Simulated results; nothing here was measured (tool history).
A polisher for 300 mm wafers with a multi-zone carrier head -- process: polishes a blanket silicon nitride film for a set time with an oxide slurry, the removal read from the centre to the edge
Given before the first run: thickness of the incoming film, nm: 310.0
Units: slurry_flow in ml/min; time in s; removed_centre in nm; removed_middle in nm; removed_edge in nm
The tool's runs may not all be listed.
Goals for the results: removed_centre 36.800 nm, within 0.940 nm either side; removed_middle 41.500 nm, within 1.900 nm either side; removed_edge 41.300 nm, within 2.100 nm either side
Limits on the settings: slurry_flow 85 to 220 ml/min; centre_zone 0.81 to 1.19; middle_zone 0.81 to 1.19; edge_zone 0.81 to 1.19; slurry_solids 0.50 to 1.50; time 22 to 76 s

{"run": 1, "hour": 0.0, "slurry_flow": 140, "centre_zone": 1.0, "middle_zone": 1.0, "edge_zone": 1.0, "slurry_solids": 1.0, "time": 49, "removed_centre": 28.108, "removed_middle": 28.602, "removed_edge": 27.562}
{"run": 2, "hour": 8.9, "slurry_flow": 140, "centre_zone": 1.0, "middle_zone": 1.0, "edge_zone": 1.0, "slurry_solids": 1.0, "time": 56, "removed_centre": 32.483, "removed_middle": 32.178, "removed_edge": 32.406}
{"run": 3, "hour": 17.4, "slurry_flow": 140, "centre_zone": 1.0, "middle_zone": 1.0, "edge_zone": 0.96, "slurry_solids": 1.0, "time": 56, "removed_centre": 32.499, "removed_middle": 32.43, "removed_edge": 32.655}
{"run": 4, "hour": 23.6, "slurry_flow": 145, "centre_zone": 0.97, "middle_zone": 1.01, "edge_zone": 0.96, "slurry_solids": 1.15, "time": 57, "removed_centre": 34.008, "removed_middle": 35.297, "removed_edge": 34.355}
{"run": 5, "hour": 29.2, "slurry_flow": 145, "centre_zone": 0.97, "middle_zone": 1.01, "edge_zone": 0.96, "slurry_solids": 0.95, "time": 57, "removed_centre": 31.42, "removed_middle": 32.989, "removed_edge": 32.34}
{"run": 6, "hour": 32.8, "slurry_flow": 170, "centre_zone": 0.97, "middle_zone": 1.01, "edge_zone": 0.96, "slurry_solids": 0.95, "time": 57, "removed_centre": 32.71, "removed_middle": 33.181, "removed_edge": 33.271}
{"run": 7, "hour": 39.6, "slurry_flow": 190, "centre_zone": 0.95, "middle_zone": 1.11, "edge_zone": 1.06, "slurry_solids": 1.2, "time": 57, "removed_centre": 35.57, "removed_middle": 41.884, "removed_edge": 37.806}
{"run": 8, "hour": 44.0, "slurry_flow": 195, "centre_zone": 0.94, "middle_zone": 1.09, "edge_zone": 1.09, "slurry_solids": 1.2, "time": 57, "removed_centre": 35.05, "removed_middle": 40.629, "removed_edge": 38.746}
{"run": 9, "hour": 51.1, "slurry_flow": 195, "centre_zone": 0.94, "middle_zone": 1.09, "edge_zone": 1.09, "slurry_solids": 1.2, "time": 57, "removed_centre": 35.251, "removed_middle": 40.815, "removed_edge": 39.159}
{"run": 10, "hour": 59.4, "slurry_flow": 200, "centre_zone": 0.94, "middle_zone": 1.09, "edge_zone": 1.1, "slurry_solids": 1.2, "time": 57, "removed_centre": 35.906, "removed_middle": 39.628, "removed_edge": 38.776}
{"run": 11, "hour": 67.5, "slurry_flow": 200, "centre_zone": 0.93, "middle_zone": 1.09, "edge_zone": 1.11, "slurry_solids": 1.25, "time": 57, "removed_centre": 35.635, "removed_middle": 40.348, "removed_edge": 39.342}

Next run, 4 choices. One meets every target within its allowed miss, the rest don't. Which?
{"run": "A", "hour": 75.6, "slurry_flow": 220, "centre_zone": 0.99, "middle_zone": 1.05, "edge_zone": 0.93, "slurry_solids": 1.3, "time": 54, "removed_centre": "?", "removed_middle": "?", "removed_edge": "?"}
{"run": "B", "hour": 75.6, "slurry_flow": 210, "centre_zone": 0.91, "middle_zone": 1.06, "edge_zone": 1.12, "slurry_solids": 1.3, "time": 58, "removed_centre": "?", "removed_middle": "?", "removed_edge": "?"}
{"run": "C", "hour": 75.6, "slurry_flow": 220, "centre_zone": 0.95, "middle_zone": 1.19, "edge_zone": 1.01, "slurry_solids": 1.2, "time": 55, "removed_centre": "?", "removed_middle": "?", "removed_edge": "?"}
{"run": "D", "hour": 75.6, "slurry_flow": 195, "centre_zone": 0.87, "middle_zone": 1.14, "edge_zone": 1.17, "slurry_solids": 1.2, "time": 58, "removed_centre": "?", "removed_middle": "?", "removed_edge": "?"}

move=A removed_centre=37.436 removed_middle=38.510 removed_edge=34.974
move=B removed_centre=36.688 removed_middle=41.454 removed_edge=40.494
move=C removed_centre=35.549 removed_middle=42.408 removed_edge=35.730
move=D removed_centre=33.677 removed_middle=42.410 removed_edge=39.765
A: brings the last run's worst result on target, with another outside its allowed miss
B: meets every target
C: its largest miss is bigger than the last run's
D: its largest miss is bigger than the last run's
Go with B: it meets all targets.

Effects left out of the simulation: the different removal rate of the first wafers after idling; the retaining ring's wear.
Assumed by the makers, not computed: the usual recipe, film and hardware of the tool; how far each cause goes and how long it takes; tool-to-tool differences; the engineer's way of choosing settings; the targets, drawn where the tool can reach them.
